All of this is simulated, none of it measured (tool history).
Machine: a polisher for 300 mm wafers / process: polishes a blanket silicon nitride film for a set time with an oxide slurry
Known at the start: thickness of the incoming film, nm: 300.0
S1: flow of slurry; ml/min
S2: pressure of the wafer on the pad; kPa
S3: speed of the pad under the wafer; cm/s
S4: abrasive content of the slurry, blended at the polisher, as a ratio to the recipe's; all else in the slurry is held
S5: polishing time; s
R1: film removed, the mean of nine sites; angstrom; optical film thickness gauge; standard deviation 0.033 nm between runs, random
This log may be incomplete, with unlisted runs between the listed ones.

Run 1, hour 0: S1 205 ml/min, S2 23.4 kPa, S3 92 cm/s, S4 1, S5 23 s. Result: R1 78.658 angstrom.
Run 2, hour 3.3: S1 195 ml/min, S2 20.7 kPa, S3 92 cm/s, S4 1, S5 23 s. Result: R1 72.302 angstrom.
Run 3, hour 4: S1 195 ml/min, S2 17.9 kPa, S3 92 cm/s, S4 1, S5 23 s. Result: R1 66.184 angstrom.
Run 4, hour 7.4: S1 195 ml/min, S2 17.9 kPa, S3 80 cm/s, S4 1, S5 23 s. Result: R1 60.5 angstrom.
Run 5, hour 9.8: S1 195 ml/min, S2 22.1 kPa, S3 80 cm/s, S4 1, S5 23 s. Result: R1 69.759 angstrom.
Run 6, hour 16.9: S1 195 ml/min, S2 24.8 kPa, S3 80 cm/s, S4 1, S5 23 s. Result: R1 75.156 angstrom.
Run 7, hour 19.6: S1 195 ml/min, S2 21.4 kPa, S3 80 cm/s, S4 1, S5 23 s. Result: R1 67.424 angstrom.
Run 8, hour 28.4: S1 195 ml/min, S2 19.3 kPa, S3 80 cm/s, S4 1, S5 23 s. Result: R1 62.633 angstrom.
Run 9, hour 29.4: S1 195 ml/min, S2 19.3 kPa, S3 80 cm/s, S4 1, S5 23 s. Result: R1 63.404 angstrom.

What will run 10 give?
Run 10, hour 37.1: S1 195 ml/min, S2 17.9 kPa, S3 80 cm/s, S4 1, S5 23 s. Result: R1 ?.

{"run 10": {"R1": 60.37}}
